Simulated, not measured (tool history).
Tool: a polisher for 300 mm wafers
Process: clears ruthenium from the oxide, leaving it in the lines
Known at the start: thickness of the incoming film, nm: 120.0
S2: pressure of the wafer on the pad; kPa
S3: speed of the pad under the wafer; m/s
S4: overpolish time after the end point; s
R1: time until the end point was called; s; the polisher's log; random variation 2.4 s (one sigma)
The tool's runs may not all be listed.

Run 1, hour 0: flow of slurry (ml/min) 130, S2 13.8 kPa, S3 0.9 m/s, S4 3 s. Result: R1 120.94 s.
Run 2, hour 1.9: flow of slurry (ml/min) 130, S2 13.1 kPa, S3 0.9 m/s, S4 3 s. Result: R1 133.34 s.
Run 3, hour 5.5: flow of slurry (ml/min) 130, S2 12.4 kPa, S3 0.9 m/s, S4 3 s. Result: R1 135.26 s.
Run 4, hour 9.6: flow of slurry (ml/min) 130, S2 12.4 kPa, S3 1 m/s, S4 3 s. Result: R1 123 s.
Run 5, hour 11.3: flow of slurry (ml/min) 145, S2 12.4 kPa, S3 1 m/s, S4 3 s. Result: R1 120.24 s.
At hour 16.7: head pressure recalibrated.
Run 6, hour 16.7: flow of slurry (ml/min) 145, S2 15.2 kPa, S3 1 m/s, S4 3 s. Result: R1 91.143 s.
Run 7, hour 17.3: flow of slurry (ml/min) 140, S2 11 kPa, S3 0.96 m/s, S4 3 s. Result: R1 127.63 s.
Run 8, hour 22.8: flow of slurry (ml/min) 130, S2 11 kPa, S3 0.96 m/s, S4 3 s. Result: R1 130.82 s.

Forecast run 9:
Run 9, hour 26.5: flow of slurry (ml/min) 130, S2 10.3 kPa, S3 0.96 m/s, S4 3 s. Result: R1 ?.

Run 9 gave R1 141.84 s.

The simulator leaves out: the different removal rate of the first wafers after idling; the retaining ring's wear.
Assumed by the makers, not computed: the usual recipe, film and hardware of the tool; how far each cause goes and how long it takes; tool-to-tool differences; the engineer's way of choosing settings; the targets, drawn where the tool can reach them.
